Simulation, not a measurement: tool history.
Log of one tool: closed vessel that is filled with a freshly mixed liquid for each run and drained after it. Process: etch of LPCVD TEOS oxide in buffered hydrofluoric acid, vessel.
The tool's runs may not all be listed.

run	hour	temperature setpoint of the liquid (C)	parts of 40 % ammonium fluoride to one part of 49 % hydrofluoric acid (parts by volume)	time in the liquid (s)	thickness taken off the LPCVD TEOS oxide on a monitor wafer (angstrom)
1	0	24	16.5	95	3321.4
2	1.4	24	13.5	95	4015.1
3	9.5	24	10.5	95	5178.3
4	12.1	24	10.5	95	5176.3
5	17.4	21.5	13.5	95	3542.7
6	18.3	20	15.5	95	2877.9
7	27.2	20	15.5	95	2807

Run 8 comes next. What will it give?
8	28.6	19	16.5	95	?

Run 8 gave thickness taken off the LPCVD TEOS oxide on a monitor wafer (angstrom) 2515.1.

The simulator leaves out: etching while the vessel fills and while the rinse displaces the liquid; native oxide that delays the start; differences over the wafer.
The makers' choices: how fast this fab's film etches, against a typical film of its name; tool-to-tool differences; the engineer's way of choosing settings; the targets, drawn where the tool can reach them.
